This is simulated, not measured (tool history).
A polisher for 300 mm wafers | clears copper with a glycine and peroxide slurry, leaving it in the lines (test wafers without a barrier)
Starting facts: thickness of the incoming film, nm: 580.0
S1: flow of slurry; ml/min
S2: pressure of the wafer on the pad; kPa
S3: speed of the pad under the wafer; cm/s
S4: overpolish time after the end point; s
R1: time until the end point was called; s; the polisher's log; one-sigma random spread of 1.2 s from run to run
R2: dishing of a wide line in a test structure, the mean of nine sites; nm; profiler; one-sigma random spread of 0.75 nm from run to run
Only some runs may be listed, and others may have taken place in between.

| run | day | S1 | S2 | S3 | S4 | R1 | R2 |
|---|---|---|---|---|---|---|---|
| 1 | 0 | 210 | 19.3 | 102 | 29 | 109 | 62.643 |
| 2 | 0.192 | 210 | 23.4 | 102 | 29 | 93.17 | 65.84 |
| 3 | 0.425 | 245 | 23.4 | 102 | 29 | 90.706 | 67.443 |
| 4 | 0.496 | 235 | 20.7 | 102 | 27 | 102.52 | 63.149 |
| 5 | 0.758 | 195 | 20.7 | 102 | 27 | 106.78 | 61.82 |
| 6 | 1.108 | 185 | 19.3 | 102 | 25 | 113.91 | 57.484 |

What does the tool deliver on the next run?
| 7 | 1.254 | 175 | 17.9 | 102 | 25 | ? | ? |

Run 7 came out at R1 121.41 s, R2 56.562 nm.
